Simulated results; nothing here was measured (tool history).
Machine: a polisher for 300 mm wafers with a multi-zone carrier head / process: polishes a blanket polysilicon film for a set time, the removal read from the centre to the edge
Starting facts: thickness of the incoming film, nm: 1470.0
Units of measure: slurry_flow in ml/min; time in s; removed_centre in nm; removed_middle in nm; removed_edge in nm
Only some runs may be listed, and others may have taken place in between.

Run 1, day 0: slurry_flow 175 ml/min, centre_zone 1, middle_zone 1, edge_zone 1, time 57 s. Result: removed_centre 487.28 nm, removed_middle 485.25 nm, removed_edge 482.94 nm.
Run 2, day 0.271: slurry_flow 175 ml/min, centre_zone 1, middle_zone 1.04, edge_zone 1, time 57 s. Result: removed_centre 478.62 nm, removed_middle 491.46 nm, removed_edge 487.38 nm.
Run 3, day 0.346: slurry_flow 175 ml/min, centre_zone 1, middle_zone 1.04, edge_zone 1, time 65 s. Result: removed_centre 553.61 nm, removed_middle 561.07 nm, removed_edge 560.14 nm.
Run 4, day 0.642: slurry_flow 175 ml/min, centre_zone 1.01, middle_zone 1.04, edge_zone 0.98, time 62 s. Result: removed_centre 518.15 nm, removed_middle 541.9 nm, removed_edge 521.03 nm.
Run 5, day 1.012: slurry_flow 175 ml/min, centre_zone 1.02, middle_zone 1.03, edge_zone 0.96, time 60 s. Result: removed_centre 508.38 nm, removed_middle 523.84 nm, removed_edge 495.98 nm.
Run 6, day 1.038: slurry_flow 175 ml/min, centre_zone 1.02, middle_zone 1.03, edge_zone 0.93, time 60 s. Result: removed_centre 514.37 nm, removed_middle 512.85 nm, removed_edge 497.64 nm.
Run 7, day 1.279: slurry_flow 175 ml/min, centre_zone 1.03, middle_zone 1.04, edge_zone 0.92, time 57 s. Result: removed_centre 497.41 nm, removed_middle 493.73 nm, removed_edge 455.33 nm.

Run 8 comes next. What will it give?
Run 8, day 1.583: slurry_flow 150 ml/min, centre_zone 1.01, middle_zone 1, edge_zone 0.82, time 44 s. Result: removed_centre ?, removed_middle ?, removed_edge ?.

removed_centre: 370.13 nm
removed_middle: 360.78 nm
removed_edge: 336.35 nm
